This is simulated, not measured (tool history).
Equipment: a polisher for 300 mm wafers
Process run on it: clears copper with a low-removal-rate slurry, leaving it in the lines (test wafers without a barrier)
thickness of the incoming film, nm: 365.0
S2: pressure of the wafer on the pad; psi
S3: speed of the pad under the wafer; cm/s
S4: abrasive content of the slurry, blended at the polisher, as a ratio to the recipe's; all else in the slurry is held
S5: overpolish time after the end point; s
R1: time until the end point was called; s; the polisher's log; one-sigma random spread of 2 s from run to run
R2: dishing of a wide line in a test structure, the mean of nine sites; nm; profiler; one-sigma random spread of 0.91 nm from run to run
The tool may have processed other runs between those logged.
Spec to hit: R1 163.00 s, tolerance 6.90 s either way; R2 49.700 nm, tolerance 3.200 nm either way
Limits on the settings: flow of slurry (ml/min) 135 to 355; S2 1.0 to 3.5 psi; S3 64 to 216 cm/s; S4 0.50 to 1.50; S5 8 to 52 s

Run 1, hour 0.0: flow of slurry (ml/min) 225, S2 2.2 psi, S3 140 cm/s, S4 1.00, S5 26 s. Result: R1 135.96 s, R2 45.052 nm.
Run 2, hour 6.5: flow of slurry (ml/min) 225, S2 1.8 psi, S3 140 cm/s, S4 1.00, S5 26 s. Result: R1 166.81 s, R2 38.335 nm.
Run 3, hour 10.3: flow of slurry (ml/min) 225, S2 1.8 psi, S3 162 cm/s, S4 1.00, S5 26 s. Result: R1 144.22 s, R2 44.781 nm.
Run 4, hour 11.9: flow of slurry (ml/min) 225, S2 1.7 psi, S3 162 cm/s, S4 1.00, S5 27 s. Result: R1 153.25 s, R2 41.410 nm.
Run 5, hour 18.5: flow of slurry (ml/min) 225, S2 1.7 psi, S3 162 cm/s, S4 1.00, S5 29 s. Result: R1 155.80 s, R2 45.328 nm.
Run 6, hour 22.5: flow of slurry (ml/min) 225, S2 1.7 psi, S3 162 cm/s, S4 1.00, S5 30 s. Result: R1 151.47 s, R2 45.229 nm.
Run 7, hour 31.3: flow of slurry (ml/min) 225, S2 1.7 psi, S3 162 cm/s, S4 1.00, S5 32 s. Result: R1 151.20 s, R2 48.362 nm.
Run 8, hour 37.1: flow of slurry (ml/min) 225, S2 1.7 psi, S3 162 cm/s, S4 1.00, S5 33 s. Result: R1 153.03 s, R2 48.125 nm.
Run 9, hour 40.6: flow of slurry (ml/min) 225, S2 1.7 psi, S3 162 cm/s, S4 1.00, S5 34 s. Result: R1 153.68 s, R2 51.083 nm.
At hour 49.0: slurry nozzle cleaned.
Run 10, hour 49.0: flow of slurry (ml/min) 225, S2 1.6 psi, S3 162 cm/s, S4 1.00, S5 35 s. Result: R1 156.40 s, R2 50.804 nm.

Which single option among these 4 for the next run brings every result within its allowed miss of target? Just one does.
Run A, hour 57.4: flow of slurry (ml/min) 225, S2 1.5 psi, S3 156 cm/s, S4 1.15, S5 35 s. Result: R1 ?, R2 ?.
Run B, hour 57.4: flow of slurry (ml/min) 215, S2 1.7 psi, S3 156 cm/s, S4 1.05, S5 38 s. Result: R1 ?, R2 ?.
Run C, hour 57.4: flow of slurry (ml/min) 260, S2 1.6 psi, S3 168 cm/s, S4 1.05, S5 33 s. Result: R1 ?, R2 ?.
Run D, hour 57.4: flow of slurry (ml/min) 235, S2 1.3 psi, S3 206 cm/s, S4 0.95, S5 37 s. Result: R1 ?, R2 ?.

move      R1      R2
   A  167.24  49.948
   B  153.08  57.729
   C  147.48  52.977
   D  153.38  54.597
A: all results land within tolerance of their targets
B: further off than the last run
C: further off than the last run
D: further off than the last run
Correct choice: A, which meets every target

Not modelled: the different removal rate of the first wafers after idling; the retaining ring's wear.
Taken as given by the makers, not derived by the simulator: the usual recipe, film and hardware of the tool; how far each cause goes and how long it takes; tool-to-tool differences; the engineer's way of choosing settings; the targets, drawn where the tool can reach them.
